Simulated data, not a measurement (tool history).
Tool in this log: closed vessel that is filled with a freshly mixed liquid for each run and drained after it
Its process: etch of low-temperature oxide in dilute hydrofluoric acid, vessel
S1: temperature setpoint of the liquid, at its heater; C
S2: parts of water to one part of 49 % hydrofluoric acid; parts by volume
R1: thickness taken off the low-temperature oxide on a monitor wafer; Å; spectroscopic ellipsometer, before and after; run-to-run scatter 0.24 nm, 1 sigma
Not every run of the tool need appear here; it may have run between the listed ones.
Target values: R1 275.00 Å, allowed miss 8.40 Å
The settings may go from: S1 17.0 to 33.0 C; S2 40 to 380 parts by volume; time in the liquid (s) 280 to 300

{"run": 1, "day": 0.0, "S1": 25.0, "S2": 210, "time in the liquid (s)": 280, "R1": 318.77}
{"run": 2, "day": 0.196, "S1": 24.0, "S2": 210, "time in the liquid (s)": 280, "R1": 315.17}
{"run": 3, "day": 0.525, "S1": 24.0, "S2": 275, "time in the liquid (s)": 280, "R1": 220.79}
{"run": 4, "day": 0.821, "S1": 24.0, "S2": 275, "time in the liquid (s)": 300, "R1": 232.15}
{"run": 5, "day": 0.983, "S1": 25.5, "S2": 275, "time in the liquid (s)": 300, "R1": 255.37}
{"run": 6, "day": 1.108, "S1": 26.0, "S2": 275, "time in the liquid (s)": 300, "R1": 257.06}
{"run": 7, "day": 1.412, "S1": 26.5, "S2": 275, "time in the liquid (s)": 300, "R1": 253.82}
{"run": 8, "day": 1.458, "S1": 27.0, "S2": 275, "time in the liquid (s)": 300, "R1": 264.94}

Which one of the following 5 next-run settings gets every result inside its allowed miss? There is exactly one.
{"run": "A", "day": 1.504, "S1": 26.5, "S2": 250, "time in the liquid (s)": 285, "R1": "?"}
{"run": "B", "day": 1.504, "S1": 27.0, "S2": 270, "time in the liquid (s)": 290, "R1": "?"}
{"run": "C", "day": 1.504, "S1": 27.5, "S2": 285, "time in the liquid (s)": 300, "R1": "?"}
{"run": "D", "day": 1.504, "S1": 26.5, "S2": 250, "time in the liquid (s)": 300, "R1": "?"}
{"run": "E", "day": 1.504, "S1": 24.0, "S2": 220, "time in the liquid (s)": 290, "R1": "?"}

move=A R1=276.98
move=B R1=259.48
move=C R1=254.26
move=D R1=291.55
move=E R1=303.39
A: every result within its allowed miss
B: further off than the last run
C: further off than the last run
D: the result that was furthest off in the last run now lies on the other side of its target
E: the result that was furthest off in the last run now lies on the other side of its target
A is the move that brings every result within its allowed miss.
